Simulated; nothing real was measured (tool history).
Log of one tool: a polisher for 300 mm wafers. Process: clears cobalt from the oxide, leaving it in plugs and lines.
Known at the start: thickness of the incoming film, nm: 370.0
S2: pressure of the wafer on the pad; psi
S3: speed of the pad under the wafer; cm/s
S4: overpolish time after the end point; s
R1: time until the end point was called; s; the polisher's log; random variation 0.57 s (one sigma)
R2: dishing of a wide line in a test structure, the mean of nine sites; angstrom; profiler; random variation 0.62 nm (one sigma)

Run 1, hour 0: flow of slurry (ml/min) 210, S2 2 psi, S3 96 cm/s, S4 23 s. Result: R1 79.845 s, R2 484.2 angstrom.
Run 2, hour 2.7: flow of slurry (ml/min) 230, S2 2 psi, S3 96 cm/s, S4 23 s. Result: R1 78.939 s, R2 507.52 angstrom.
Run 3, hour 3.5: flow of slurry (ml/min) 230, S2 1.7 psi, S3 96 cm/s, S4 23 s. Result: R1 90.038 s, R2 465.89 angstrom.
Run 4, hour 6.1: flow of slurry (ml/min) 230, S2 1.7 psi, S3 96 cm/s, S4 15 s. Result: R1 92.002 s, R2 391.89 angstrom.
Run 5, hour 12: flow of slurry (ml/min) 235, S2 2 psi, S3 96 cm/s, S4 15 s. Result: R1 77.217 s, R2 413.29 angstrom.
Run 6, hour 20: flow of slurry (ml/min) 235, S2 2 psi, S3 96 cm/s, S4 9 s. Result: R1 77.148 s, R2 302.08 angstrom.
Run 7, hour 23.2: flow of slurry (ml/min) 235, S2 2.1 psi, S3 100 cm/s, S4 12 s. Result: R1 71.954 s, R2 375.22 angstrom.
Run 8, hour 29.1: flow of slurry (ml/min) 240, S2 2.3 psi, S3 102 cm/s, S4 14 s. Result: R1 64.739 s, R2 434.43 angstrom.
Run 9, hour 31.4: flow of slurry (ml/min) 250, S2 2.4 psi, S3 102 cm/s, S4 14 s. Result: R1 61.696 s, R2 442.2 angstrom.
Run 10, hour 32: flow of slurry (ml/min) 260, S2 2.5 psi, S3 102 cm/s, S4 14 s. Result: R1 60.897 s, R2 444.25 angstrom.
Run 11, hour 40.5: flow of slurry (ml/min) 260, S2 2.6 psi, S3 104 cm/s, S4 15 s. Result: R1 56.518 s, R2 473.71 angstrom.
Run 12, hour 42.1: flow of slurry (ml/min) 260, S2 2.7 psi, S3 104 cm/s, S4 16 s. Result: R1 55.503 s, R2 485.68 angstrom.
Run 13, hour 49.7: flow of slurry (ml/min) 260, S2 2.8 psi, S3 106 cm/s, S4 17 s. Result: R1 51.817 s, R2 506.34 angstrom.
Run 14, hour 55.4: flow of slurry (ml/min) 265, S2 2.9 psi, S3 106 cm/s, S4 17 s. Result: R1 50.579 s, R2 510.3 angstrom.

Run 15 comes next. What will it give?
Run 15, hour 60.3: flow of slurry (ml/min) 265, S2 2.9 psi, S3 106 cm/s, S4 18 s. Result: R1 ?, R2 ?.

R1: 51.823 s
R2: 530.48 angstrom
